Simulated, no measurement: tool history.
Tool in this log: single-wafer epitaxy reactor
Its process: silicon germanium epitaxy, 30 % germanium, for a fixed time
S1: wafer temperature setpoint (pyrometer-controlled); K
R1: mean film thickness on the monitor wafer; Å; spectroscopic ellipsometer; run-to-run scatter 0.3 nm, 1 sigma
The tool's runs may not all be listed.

{"run": 1, "hour": 0.0, "S1": 853.15, "chamber pressure (Torr)": 24.4, "R1": 437.81}
{"run": 2, "hour": 0.8, "S1": 853.15, "chamber pressure (Torr)": 22.8, "R1": 414.37}
{"run": 3, "hour": 3.5, "S1": 855.15, "chamber pressure (Torr)": 22.8, "R1": 434.55}
{"run": 4, "hour": 12.1, "S1": 857.15, "chamber pressure (Torr)": 22.8, "R1": 442.26}
{"run": 5, "hour": 15.9, "S1": 859.15, "chamber pressure (Torr)": 22.8, "R1": 456.05}
{"run": 6, "hour": 19.2, "S1": 861.15, "chamber pressure (Torr)": 22.8, "R1": 478.23}
{"run": 7, "hour": 27.9, "S1": 862.15, "chamber pressure (Torr)": 22.8, "R1": 483.65}
{"run": 8, "hour": 31.1, "S1": 863.15, "chamber pressure (Torr)": 22.8, "R1": 494.33}
{"run": 9, "hour": 39.9, "S1": 864.15, "chamber pressure (Torr)": 22.8, "R1": 498.82}
{"run": 10, "hour": 48.6, "S1": 865.15, "chamber pressure (Torr)": 22.8, "R1": 504.82}
{"run": 11, "hour": 50.1, "S1": 866.15, "chamber pressure (Torr)": 22.8, "R1": 518.63}

Predict the results of run 12:
{"run": 12, "hour": 58.2, "S1": 867.15, "chamber pressure (Torr)": 22.8, "R1": "?"}

{"run 12": {"R1": 521.34}}
